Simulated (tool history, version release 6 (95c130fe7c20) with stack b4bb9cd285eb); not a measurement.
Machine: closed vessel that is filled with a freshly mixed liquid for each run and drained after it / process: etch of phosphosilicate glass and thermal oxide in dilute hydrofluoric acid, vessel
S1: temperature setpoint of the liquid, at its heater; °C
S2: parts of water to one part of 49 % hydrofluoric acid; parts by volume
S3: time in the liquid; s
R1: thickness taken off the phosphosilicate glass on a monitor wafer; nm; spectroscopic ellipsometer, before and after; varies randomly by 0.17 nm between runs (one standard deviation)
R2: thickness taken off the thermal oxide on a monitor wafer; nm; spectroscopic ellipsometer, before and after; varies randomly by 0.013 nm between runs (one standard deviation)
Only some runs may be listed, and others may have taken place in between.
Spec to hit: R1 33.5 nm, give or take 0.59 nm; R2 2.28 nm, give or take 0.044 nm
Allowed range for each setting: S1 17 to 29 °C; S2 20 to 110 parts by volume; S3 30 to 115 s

Run 1, hour 0: S1 21 °C, S2 60 parts by volume, S3 60 s. Result: R1 69.58 nm, R2 4.7734 nm.
Run 2, hour 1.9: S1 19.5 °C, S2 60 parts by volume, S3 60 s. Result: R1 65.004 nm, R2 4.4275 nm.
Run 3, hour 8: S1 19 °C, S2 65 parts by volume, S3 60 s. Result: R1 58.241 nm, R2 3.9557 nm.
Run 4, hour 9.9: S1 19 °C, S2 75 parts by volume, S3 60 s. Result: R1 50.057 nm, R2 3.4408 nm.
Run 5, hour 15.2: S1 18 °C, S2 85 parts by volume, S3 60 s. Result: R1 42.172 nm, R2 2.8265 nm.
Run 6, hour 21.9: S1 18 °C, S2 95 parts by volume, S3 60 s. Result: R1 36.87 nm, R2 2.5163 nm.
Run 7, hour 24.3: S1 17.5 °C, S2 95 parts by volume, S3 60 s. Result: R1 35.967 nm, R2 2.4707 nm.
Run 8, hour 31.7: S1 17 °C, S2 95 parts by volume, S3 60 s. Result: R1 35.578 nm, R2 2.4076 nm.

Which single option among these 5 for the next run brings every result within its allowed miss of target? Just one does.
Run A, hour 39.1: S1 18.5 °C, S2 110 parts by volume, S3 65 s. Result: R1 ?, R2 ?.
Run B, hour 39.1: S1 17 °C, S2 100 parts by volume, S3 60 s. Result: R1 ?, R2 ?.
Run C, hour 39.1: S1 18.5 °C, S2 90 parts by volume, S3 55 s. Result: R1 ?, R2 ?.
Run D, hour 39.1: S1 20 °C, S2 100 parts by volume, S3 60 s. Result: R1 ?, R2 ?.
Run E, hour 39.1: S1 17 °C, S2 75 parts by volume, S3 50 s. Result: R1 ?, R2 ?.

move      R1      R2
   A  34.899  2.3882
   B  33.635  2.3017
   C  36.879  2.5237
   D  38.109  2.6079
   E  38.375  2.6261
A: nearer than the last run, and not there yet
B: every result within its allowed miss
C: its largest miss is bigger than the last run's
D: its largest miss is bigger than the last run's
E: its largest miss is bigger than the last run's
Move B is the one to make.

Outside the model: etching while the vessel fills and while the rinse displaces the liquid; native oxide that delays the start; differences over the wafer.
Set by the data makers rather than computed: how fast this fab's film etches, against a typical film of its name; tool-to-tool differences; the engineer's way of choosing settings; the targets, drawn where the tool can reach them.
